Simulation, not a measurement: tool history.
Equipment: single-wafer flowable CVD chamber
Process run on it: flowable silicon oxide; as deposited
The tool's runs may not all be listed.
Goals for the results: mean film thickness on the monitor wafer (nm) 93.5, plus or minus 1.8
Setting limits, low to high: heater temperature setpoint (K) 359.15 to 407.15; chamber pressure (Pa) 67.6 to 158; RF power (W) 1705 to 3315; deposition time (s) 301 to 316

run,hour,heater temperature setpoint (K),chamber pressure (Pa),RF power (W),deposition time (s),mean film thickness on the monitor wafer (nm)
1,0,383.15,112.8,2510,316,154.98
2,5.7,383.15,112.8,2640,316,157.67
3,6.8,383.15,112.8,2820,316,158.1
4,8.8,373.15,112.8,2820,316,212.23
5,14.4,373.15,112.8,2820,301,201.76
6,20.8,379.15,112.7,2820,301,169.12
7,22.6,383.15,112.5,2820,301,152.08
8,29.5,387.15,112.4,2820,301,134.25
9,32.2,390.15,112.4,2820,301,124.89

Next run, 4 choices. One meets every target within its allowed miss, the rest don't. Which?
A,34.9,399.15,115.3,2860,305,?
B,34.9,394.15,94.3,2795,301,?
C,34.9,392.15,85.5,2970,301,?
D,34.9,398.15,99.6,2940,301,?

move,mean film thickness on the monitor wafer (nm)
A,103.12
B,94.18
C,90.959
D,90.68
A: nearer than the last run, and not there yet
B: every result lands within tolerance
C: takes the biggest miss from the last run beyond its target
D: takes the biggest miss from the last run beyond its target
B is the move that brings every result within its allowed miss.
